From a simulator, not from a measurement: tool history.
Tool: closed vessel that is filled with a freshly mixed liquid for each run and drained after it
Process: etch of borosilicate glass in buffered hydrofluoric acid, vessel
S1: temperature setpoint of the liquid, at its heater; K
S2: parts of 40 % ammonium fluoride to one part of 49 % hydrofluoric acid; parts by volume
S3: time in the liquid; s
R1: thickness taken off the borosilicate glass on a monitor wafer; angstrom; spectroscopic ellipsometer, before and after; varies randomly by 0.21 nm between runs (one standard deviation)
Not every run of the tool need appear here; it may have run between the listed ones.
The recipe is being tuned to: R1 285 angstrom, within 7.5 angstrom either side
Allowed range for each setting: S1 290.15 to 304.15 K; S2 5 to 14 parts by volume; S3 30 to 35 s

| run | day | S1 | S2 | S3 | R1 |
|---|---|---|---|---|---|
| 1 | 0 | 296.15 | 8.5 | 35 | 531.33 |
| 2 | 0.375 | 298.15 | 8.5 | 35 | 602.55 |
| 3 | 0.638 | 298.15 | 8.5 | 35 | 585.83 |
| 4 | 0.912 | 298.15 | 8.5 | 30 | 507.58 |
| 5 | 1.271 | 296.15 | 9 | 30 | 428.21 |
| 6 | 1.508 | 296.15 | 9 | 30 | 424.98 |
| 7 | 1.883 | 294.65 | 9 | 30 | 398.24 |
| 8 | 2.179 | 293.15 | 9 | 30 | 363.83 |
| 9 | 2.375 | 292.15 | 9 | 30 | 344.44 |
| 10 | 2.604 | 292.15 | 9 | 30 | 347.02 |
| 11 | 2.954 | 291.65 | 9 | 30 | 336.02 |

5 next moves are on the table. One of them brings every result within its allowed miss. Which?
| A | 3.304 | 291.15 | 10 | 30 | ? |
| B | 3.304 | 293.15 | 11 | 30 | ? |
| C | 3.304 | 290.65 | 10.5 | 30 | ? |
| D | 3.304 | 290.65 | 9.5 | 30 | ? |
| E | 3.304 | 291.65 | 10.5 | 30 | ? |

| move | R1 |
|---|---|
| A | 306.17 |
| B | 310.7 |
| C | 283.87 |
| D | 307.94 |
| E | 299.84 |
A: better than the last run, though not everything is in spec
B: better than the last run, though not everything is in spec
C: hits every target within its allowed miss
D: better than the last run, though not everything is in spec
E: better than the last run, though not everything is in spec
C meets every target.
